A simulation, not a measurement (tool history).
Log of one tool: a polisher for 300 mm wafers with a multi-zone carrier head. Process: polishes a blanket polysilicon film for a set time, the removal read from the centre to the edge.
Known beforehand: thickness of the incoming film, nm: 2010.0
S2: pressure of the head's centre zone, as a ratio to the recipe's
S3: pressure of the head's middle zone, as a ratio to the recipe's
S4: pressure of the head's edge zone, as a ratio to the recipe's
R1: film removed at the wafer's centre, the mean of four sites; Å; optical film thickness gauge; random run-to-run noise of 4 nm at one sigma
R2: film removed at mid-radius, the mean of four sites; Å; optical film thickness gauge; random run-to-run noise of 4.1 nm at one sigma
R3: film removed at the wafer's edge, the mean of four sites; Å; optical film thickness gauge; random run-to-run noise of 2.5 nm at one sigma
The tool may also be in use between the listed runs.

run 1 hour=0 | flow_of_slurry_(ml/min)=140 S2=1 S3=1 S4=1 polishing_time_(s)=72 | R1=4586.6 R2=4605.4 R3=4417.5
run 2 hour=7.2 | flow_of_slurry_(ml/min)=110 S2=1 S3=1 S4=1 polishing_time_(s)=72 | R1=4101.8 R2=4298.6 R3=4237.5
run 3 hour=11.4 | flow_of_slurry_(ml/min)=110 S2=1.02 S3=1.02 S4=0.95 polishing_time_(s)=69 | R1=4117.1 R2=4194 R3=3927.7
run 4 hour=16.7 | flow_of_slurry_(ml/min)=110 S2=1.02 S3=0.97 S4=0.95 polishing_time_(s)=69 | R1=4045.5 R2=4034.2 R3=3976.4
run 5 hour=18.3 | flow_of_slurry_(ml/min)=110 S2=1.02 S3=1.01 S4=0.95 polishing_time_(s)=69 | R1=4076.4 R2=4230.9 R3=4031.3
run 6 hour=25.5 | flow_of_slurry_(ml/min)=115 S2=1.03 S3=1.03 S4=0.92 polishing_time_(s)=65 | R1=3930.6 R2=4114.7 R3=3743.6
-- hour=27.2 edge zone pressure recalibrated
run 7 hour=27.2 | flow_of_slurry_(ml/min)=95 S2=1.07 S3=1.07 S4=0.82 polishing_time_(s)=62 | R1=3613.7 R2=3829.6 R3=3367.5
run 8 hour=28.5 | flow_of_slurry_(ml/min)=95 S2=1.07 S3=1.07 S4=0.82 polishing_time_(s)=62 | R1=3579.9 R2=3811.5 R3=3395.9

For run 9, what comes out?
run 9 hour=31.2 | flow_of_slurry_(ml/min)=120 S2=1.15 S3=1.14 S4=0.81 polishing_time_(s)=59 | R1=? R2=? R3=?

Run 9 gave R1 4046.3 Å, R2 4065 Å, R3 3330.8 Å.
